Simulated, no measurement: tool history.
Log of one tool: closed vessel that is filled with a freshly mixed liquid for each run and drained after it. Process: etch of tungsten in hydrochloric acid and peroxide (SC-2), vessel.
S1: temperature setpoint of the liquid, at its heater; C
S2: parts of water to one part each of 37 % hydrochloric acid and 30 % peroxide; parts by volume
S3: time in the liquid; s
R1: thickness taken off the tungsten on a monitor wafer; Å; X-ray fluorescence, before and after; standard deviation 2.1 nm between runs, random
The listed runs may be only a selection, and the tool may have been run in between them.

run,hour,S1,S2,S3,R1
1,0,49,12,530,1003.8
2,1.4,53,12,530,1320.4
3,5.5,53,12,570,1414.5
4,11.7,56,12,570,1694.6
5,16.9,51,12,570,1220.7
6,25.5,51,12,530,1128.2
7,28.9,54.5,12,530,1432.2
8,34,57,12,530,1694.6
9,37.4,59,12,530,1938.7
10,42.2,59,12,530,1914.6
11,46.1,60.5,12,530,2096.6
12,50.6,61.5,12,530,2242.7
13,51.4,62.5,12,530,2386.8
14,59.5,63,12,530,2474

Expected results for the next run?
15,64.8,63.5,12,530,?

Logged for run 15: R1 2510 Å.
